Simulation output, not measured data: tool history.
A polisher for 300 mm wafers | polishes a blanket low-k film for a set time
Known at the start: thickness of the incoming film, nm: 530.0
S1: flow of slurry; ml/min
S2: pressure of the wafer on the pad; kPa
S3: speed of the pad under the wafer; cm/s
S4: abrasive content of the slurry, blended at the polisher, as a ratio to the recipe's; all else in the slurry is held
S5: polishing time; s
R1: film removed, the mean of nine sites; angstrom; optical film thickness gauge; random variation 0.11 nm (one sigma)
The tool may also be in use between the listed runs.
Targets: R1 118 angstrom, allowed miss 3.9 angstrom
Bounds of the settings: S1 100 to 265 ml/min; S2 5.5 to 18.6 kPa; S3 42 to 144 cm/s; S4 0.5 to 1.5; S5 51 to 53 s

run,day,S1,S2,S3,S4,S5,R1
1,0,170,11.7,92,1,51,191.87
2,0.062,200,11.7,92,1,51,192.83
3,0.379,200,11.7,92,1,51,200.31
4,0.696,200,13.8,92,1,51,228.16
5,1.025,170,13.8,92,1,51,219.76
6,1.108,170,13.8,92,0.8,51,201.8
7,1.133,165,12.4,92,0.8,51,188.11
8,1.171,165,9,84,0.8,51,133.16
9,1.312,165,9,84,0.8,51,133.66
10,1.467,160,8.3,84,0.8,51,123.2

Which of these 4 next moves meets every target?
A,1.621,150,9,84,0.7,52,?
B,1.621,200,8.3,68,0.8,51,?
C,1.621,145,8.3,92,0.55,52,?
D,1.621,140,6.9,98,0.6,51,?

move,R1
A,127.96
B,108.16
C,119.73
D,108.55
A: further off than the last run
B: takes the result that was furthest off past its target
C: meets every target
D: takes the result that was furthest off past its target
Answer: C

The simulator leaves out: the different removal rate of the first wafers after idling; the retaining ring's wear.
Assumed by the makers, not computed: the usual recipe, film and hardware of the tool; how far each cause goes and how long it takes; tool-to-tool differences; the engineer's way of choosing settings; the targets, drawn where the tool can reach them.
